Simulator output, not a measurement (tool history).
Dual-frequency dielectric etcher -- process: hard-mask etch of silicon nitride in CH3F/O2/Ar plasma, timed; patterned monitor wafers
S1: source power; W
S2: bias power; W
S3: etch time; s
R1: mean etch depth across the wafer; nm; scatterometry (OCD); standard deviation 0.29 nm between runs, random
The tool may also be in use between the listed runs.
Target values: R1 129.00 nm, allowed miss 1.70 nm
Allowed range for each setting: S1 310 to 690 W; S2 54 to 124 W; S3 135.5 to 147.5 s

Run 1, day 0.000: S1 500 W, S2 89 W, S3 147.5 s. Result: R1 138.14 nm.
Run 2, day 0.271: S1 420 W, S2 89 W, S3 147.5 s. Result: R1 131.79 nm.
Run 3, day 0.483: S1 410 W, S2 89 W, S3 147.5 s. Result: R1 130.88 nm.
Run 4, day 0.533: S1 410 W, S2 103 W, S3 147.5 s. Result: R1 139.51 nm.
Run 5, day 0.583: S1 380 W, S2 101 W, S3 147.5 s. Result: R1 135.09 nm.
Run 6, day 0.704: S1 360 W, S2 101 W, S3 147.5 s. Result: R1 133.03 nm.
Run 7, day 0.967: S1 350 W, S2 101 W, S3 147.5 s. Result: R1 132.50 nm.
Run 8, day 1.292: S1 340 W, S2 101 W, S3 147.5 s. Result: R1 131.78 nm.

Exactly one of the 5 candidate moves below puts every result within its allowed miss. Which one?
Run A, day 1.617: S1 330 W, S2 105 W, S3 138.5 s. Result: R1 ?.
Run B, day 1.617: S1 310 W, S2 104 W, S3 146.0 s. Result: R1 ?.
Run C, day 1.617: S1 390 W, S2 100 W, S3 145.5 s. Result: R1 ?.
Run D, day 1.617: S1 310 W, S2 110 W, S3 146.0 s. Result: R1 ?.
Run E, day 1.617: S1 340 W, S2 106 W, S3 145.5 s. Result: R1 ?.

move      R1
   A  124.52
   B  128.69
   C  133.82
   D  131.84
   E  132.36
A: takes the result that was furthest off past its target
B: all results in spec
C: lands further from the targets than the last run did
D: about the same distance from the targets as the last run
E: lands further from the targets than the last run did
B meets every target.
